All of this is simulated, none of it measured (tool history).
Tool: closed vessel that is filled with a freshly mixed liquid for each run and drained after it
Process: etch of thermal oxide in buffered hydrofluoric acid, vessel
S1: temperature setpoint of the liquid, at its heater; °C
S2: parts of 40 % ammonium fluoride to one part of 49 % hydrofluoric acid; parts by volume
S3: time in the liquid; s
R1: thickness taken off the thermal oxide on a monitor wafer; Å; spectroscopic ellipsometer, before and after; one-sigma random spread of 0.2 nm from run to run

{"run": 1, "hour": 0.0, "S1": 24.0, "S2": 17.5, "S3": 85, "R1": 591.88}
{"run": 2, "hour": 1.9, "S1": 24.0, "S2": 17.5, "S3": 90, "R1": 624.35}
{"run": 3, "hour": 9.0, "S1": 23.0, "S2": 17.5, "S3": 90, "R1": 591.14}
{"run": 4, "hour": 14.8, "S1": 23.0, "S2": 12.5, "S3": 90, "R1": 823.71}
{"run": 5, "hour": 21.4, "S1": 21.5, "S2": 13.5, "S3": 90, "R1": 703.09}
{"run": 6, "hour": 28.2, "S1": 20.5, "S2": 14.0, "S3": 90, "R1": 642.55}
{"run": 7, "hour": 35.7, "S1": 19.5, "S2": 14.5, "S3": 90, "R1": 584.82}
{"run": 8, "hour": 43.7, "S1": 19.0, "S2": 14.5, "S3": 90, "R1": 569.27}

Estimate the outcome of run 9 from the log above:
{"run": 9, "hour": 47.4, "S1": 18.5, "S2": 15.0, "S3": 90, "R1": "?"}

R1: 538.05 Å
